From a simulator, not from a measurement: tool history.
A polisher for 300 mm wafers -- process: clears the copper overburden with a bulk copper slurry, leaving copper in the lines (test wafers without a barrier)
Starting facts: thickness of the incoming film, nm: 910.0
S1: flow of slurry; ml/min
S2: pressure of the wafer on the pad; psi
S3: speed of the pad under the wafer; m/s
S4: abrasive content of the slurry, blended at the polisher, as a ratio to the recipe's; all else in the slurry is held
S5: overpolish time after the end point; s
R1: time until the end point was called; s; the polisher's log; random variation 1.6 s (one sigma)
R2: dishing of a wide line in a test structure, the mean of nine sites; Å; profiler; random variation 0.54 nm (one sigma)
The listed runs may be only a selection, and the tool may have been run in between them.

{"run": 1, "day": 0.0, "S1": 150, "S2": 2.2, "S3": 0.88, "S4": 1.0, "S5": 20, "R1": 132.51, "R2": 283.62}
{"run": 2, "day": 0.025, "S1": 150, "S2": 2.2, "S3": 0.88, "S4": 1.0, "S5": 13, "R1": 133.91, "R2": 263.34}
{"run": 3, "day": 0.321, "S1": 145, "S2": 2.1, "S3": 0.88, "S4": 1.0, "S5": 16, "R1": 140.18, "R2": 282.2}
{"run": 4, "day": 0.567, "S1": 145, "S2": 2.1, "S3": 0.88, "S4": 0.9, "S5": 16, "R1": 144.47, "R2": 273.2}
{"run": 5, "day": 0.75, "S1": 145, "S2": 2.1, "S3": 0.88, "S4": 0.9, "S5": 9, "R1": 143.8, "R2": 225.74}
{"run": 6, "day": 1.008, "S1": 140, "S2": 2.0, "S3": 0.88, "S4": 0.95, "S5": 11, "R1": 148.46, "R2": 252.02}
{"run": 7, "day": 1.342, "S1": 135, "S2": 1.9, "S3": 0.88, "S4": 0.95, "S5": 12, "R1": 157.6, "R2": 252.51}
{"run": 8, "day": 1.4, "S1": 130, "S2": 1.9, "S3": 0.88, "S4": 0.95, "S5": 13, "R1": 161.66, "R2": 251.12}
{"run": 9, "day": 1.508, "S1": 125, "S2": 1.9, "S3": 0.88, "S4": 0.95, "S5": 15, "R1": 163.33, "R2": 268.31}
{"day": 1.75, "done": "head pressure recalibrated"}
{"run": 10, "day": 1.75, "S1": 120, "S2": 1.9, "S3": 0.88, "S4": 0.95, "S5": 16, "R1": 178.21, "R2": 267.85}

Forecast run 11:
{"run": 11, "day": 2.025, "S1": 120, "S2": 1.9, "S3": 0.88, "S4": 0.95, "S5": 17, "R1": "?", "R2": "?"}

{"run 11": {"R1": 179.86, "R2": 268.73}}
